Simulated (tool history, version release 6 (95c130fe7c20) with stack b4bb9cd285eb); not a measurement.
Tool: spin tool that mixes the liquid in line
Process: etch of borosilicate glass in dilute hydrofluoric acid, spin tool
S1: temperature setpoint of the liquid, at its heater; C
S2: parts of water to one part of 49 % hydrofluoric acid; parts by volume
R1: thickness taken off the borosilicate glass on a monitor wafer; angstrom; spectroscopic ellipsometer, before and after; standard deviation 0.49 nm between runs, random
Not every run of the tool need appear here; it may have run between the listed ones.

Run 1, hour 0: S1 24 C, S2 175 parts by volume, time under the liquid (s) 295. Result: R1 386.61 angstrom.
Run 2, hour 6: S1 26.5 C, S2 175 parts by volume, time under the liquid (s) 295. Result: R1 424.53 angstrom.
Run 3, hour 13.7: S1 26.5 C, S2 175 parts by volume, time under the liquid (s) 295. Result: R1 421.21 angstrom.
Run 4, hour 14.5: S1 26.5 C, S2 130 parts by volume, time under the liquid (s) 295. Result: R1 605.56 angstrom.
Run 5, hour 16: S1 26.5 C, S2 155 parts by volume, time under the liquid (s) 295. Result: R1 488.91 angstrom.
Run 6, hour 24: S1 26.5 C, S2 155 parts by volume, time under the liquid (s) 295. Result: R1 488.62 angstrom.
Run 7, hour 30.4: S1 27 C, S2 140 parts by volume, time under the liquid (s) 295. Result: R1 564.91 angstrom.
Run 8, hour 39.4: S1 27.5 C, S2 130 parts by volume, time under the liquid (s) 295. Result: R1 625.83 angstrom.
Run 9, hour 48.2: S1 28 C, S2 120 parts by volume, time under the liquid (s) 295. Result: R1 698.94 angstrom.
Run 10, hour 50.1: S1 28.5 C, S2 115 parts by volume, time under the liquid (s) 295. Result: R1 748.42 angstrom.

Run 11 has not been measured yet. What should we expect?
Run 11, hour 53: S1 29 C, S2 110 parts by volume, time under the liquid (s) 295. Result: R1 ?.

Logged for run 11: R1 802.98 angstrom.

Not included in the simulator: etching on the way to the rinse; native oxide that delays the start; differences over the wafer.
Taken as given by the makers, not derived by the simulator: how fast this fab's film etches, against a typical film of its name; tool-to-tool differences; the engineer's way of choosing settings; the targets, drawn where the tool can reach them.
